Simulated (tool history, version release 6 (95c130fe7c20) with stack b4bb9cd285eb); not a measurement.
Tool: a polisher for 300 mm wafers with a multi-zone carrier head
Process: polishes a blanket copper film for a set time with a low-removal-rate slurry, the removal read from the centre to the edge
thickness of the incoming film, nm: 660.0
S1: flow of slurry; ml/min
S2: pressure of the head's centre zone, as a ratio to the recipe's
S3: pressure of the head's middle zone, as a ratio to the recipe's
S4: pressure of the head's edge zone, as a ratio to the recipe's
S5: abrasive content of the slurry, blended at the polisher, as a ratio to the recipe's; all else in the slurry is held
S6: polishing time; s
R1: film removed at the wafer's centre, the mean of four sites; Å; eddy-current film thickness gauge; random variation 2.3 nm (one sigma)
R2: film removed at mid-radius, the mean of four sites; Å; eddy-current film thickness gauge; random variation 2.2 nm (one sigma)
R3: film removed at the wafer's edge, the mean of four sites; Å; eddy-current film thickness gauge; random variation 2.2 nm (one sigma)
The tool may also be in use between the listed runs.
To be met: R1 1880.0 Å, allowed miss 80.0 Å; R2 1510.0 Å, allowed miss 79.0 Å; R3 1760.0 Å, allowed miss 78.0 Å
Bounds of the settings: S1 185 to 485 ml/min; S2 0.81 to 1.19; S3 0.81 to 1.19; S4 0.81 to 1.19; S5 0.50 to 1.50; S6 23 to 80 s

Run 1, hour 0.0: S1 310 ml/min, S2 1.00, S3 1.00, S4 1.00, S5 1.00, S6 51 s. Result: R1 1291.6 Å, R2 1290.7 Å, R3 1261.9 Å.
Run 2, hour 7.1: S1 310 ml/min, S2 1.00, S3 1.00, S4 1.00, S5 1.00, S6 43 s. Result: R1 1086.9 Å, R2 1100.6 Å, R3 1075.0 Å.
Run 3, hour 12.5: S1 310 ml/min, S2 1.00, S3 1.00, S4 1.00, S5 1.00, S6 51 s. Result: R1 1270.9 Å, R2 1256.7 Å, R3 1275.5 Å.
Run 4, hour 21.2: S1 310 ml/min, S2 1.00, S3 0.94, S4 1.00, S5 1.00, S6 51 s. Result: R1 1281.0 Å, R2 1219.5 Å, R3 1271.3 Å.
Run 5, hour 24.6: S1 310 ml/min, S2 1.00, S3 0.94, S4 1.03, S5 1.00, S6 51 s. Result: R1 1259.8 Å, R2 1224.4 Å, R3 1273.2 Å.
Run 6, hour 33.4: S1 310 ml/min, S2 1.02, S3 0.91, S4 1.04, S5 1.10, S6 54 s. Result: R1 1424.0 Å, R2 1276.3 Å, R3 1444.9 Å.
Run 7, hour 41.1: S1 315 ml/min, S2 1.05, S3 0.93, S4 1.04, S5 1.15, S6 54 s. Result: R1 1500.3 Å, R2 1349.5 Å, R3 1448.2 Å.
Run 8, hour 47.8: S1 315 ml/min, S2 1.07, S3 0.92, S4 1.06, S5 1.25, S6 55 s. Result: R1 1551.5 Å, R2 1370.1 Å, R3 1508.2 Å.
Run 9, hour 54.9: S1 315 ml/min, S2 1.09, S3 0.91, S4 1.07, S5 1.30, S6 56 s. Result: R1 1657.4 Å, R2 1435.4 Å, R3 1600.1 Å.
Run 10, hour 56.6: S1 315 ml/min, S2 1.11, S3 0.90, S4 1.08, S5 1.35, S6 56 s. Result: R1 1724.2 Å, R2 1428.5 Å, R3 1599.3 Å.
Run 11, hour 62.6: S1 315 ml/min, S2 1.12, S3 0.90, S4 1.09, S5 1.40, S6 56 s. Result: R1 1799.1 Å, R2 1479.8 Å, R3 1619.7 Å.
Run 12, hour 71.5: S1 315 ml/min, S2 1.12, S3 0.89, S4 1.10, S5 1.40, S6 56 s. Result: R1 1711.1 Å, R2 1430.8 Å, R3 1610.4 Å.
Run 13, hour 72.6: S1 315 ml/min, S2 1.13, S3 0.88, S4 1.11, S5 1.40, S6 57 s. Result: R1 1814.2 Å, R2 1432.3 Å, R3 1679.8 Å.
Run 14, hour 74.0: S1 315 ml/min, S2 1.13, S3 0.88, S4 1.12, S5 1.40, S6 57 s. Result: R1 1782.2 Å, R2 1427.9 Å, R3 1666.3 Å.

Which of these 4 next moves meets every target?
Run A, hour 75.4: S1 400 ml/min, S2 1.09, S3 0.85, S4 1.08, S5 1.15, S6 63 s. Result: R1 ?, R2 ?, R3 ?.
Run B, hour 75.4: S1 390 ml/min, S2 1.16, S3 0.92, S4 1.02, S5 1.50, S6 56 s. Result: R1 ?, R2 ?, R3 ?.
Run C, hour 75.4: S1 270 ml/min, S2 1.14, S3 0.99, S4 0.97, S5 1.50, S6 64 s. Result: R1 ?, R2 ?, R3 ?.
Run D, hour 75.4: S1 250 ml/min, S2 1.19, S3 0.93, S4 0.99, S5 1.30, S6 67 s. Result: R1 ?, R2 ?, R3 ?.

move      R1      R2      R3
   A  1862.6  1500.2  1742.3
   B  1906.0  1537.1  1626.7
   C  2057.0  1800.3  1763.0
   D  2130.7  1697.9  1774.5
A: meets every target
B: brings the result that was furthest off to its target, and leaves another outside
C: takes the result that was furthest off past its target
D: takes the result that was furthest off past its target
Answer: A

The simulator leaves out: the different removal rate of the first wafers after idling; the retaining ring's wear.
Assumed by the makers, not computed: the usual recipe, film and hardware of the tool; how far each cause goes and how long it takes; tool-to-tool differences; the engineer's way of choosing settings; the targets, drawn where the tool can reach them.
